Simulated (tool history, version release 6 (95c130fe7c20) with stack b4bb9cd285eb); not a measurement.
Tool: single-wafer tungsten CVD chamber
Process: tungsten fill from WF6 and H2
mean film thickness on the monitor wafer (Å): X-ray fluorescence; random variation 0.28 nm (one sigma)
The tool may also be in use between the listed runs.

| run | hour | heater temperature setpoint (°C) | chamber pressure (Pa) | deposition time (s) | mean film thickness on the monitor wafer (Å) |
|---|---|---|---|---|---|
| 1 | 0.0 | 385 | 4986 | 35.0 | 794.81 |
| 2 | 5.0 | 385 | 5666 | 35.0 | 866.73 |
| 3 | 12.0 | 386 | 5666 | 35.0 | 876.65 |
| 4 | 16.7 | 387 | 5666 | 35.0 | 899.69 |
| 5 | 19.3 | 387 | 5200 | 35.0 | 849.52 |
| 6 | 24.5 | 381 | 5200 | 35.0 | 762.81 |
| 7 | 33.4 | 393 | 5240 | 35.0 | 943.76 |

Run 8 comes next. What will it give?
| 8 | 35.5 | 396 | 5240 | 35.0 | ? |

{"run 8": {"mean film thickness on the monitor wafer (Å)": 992.89}}

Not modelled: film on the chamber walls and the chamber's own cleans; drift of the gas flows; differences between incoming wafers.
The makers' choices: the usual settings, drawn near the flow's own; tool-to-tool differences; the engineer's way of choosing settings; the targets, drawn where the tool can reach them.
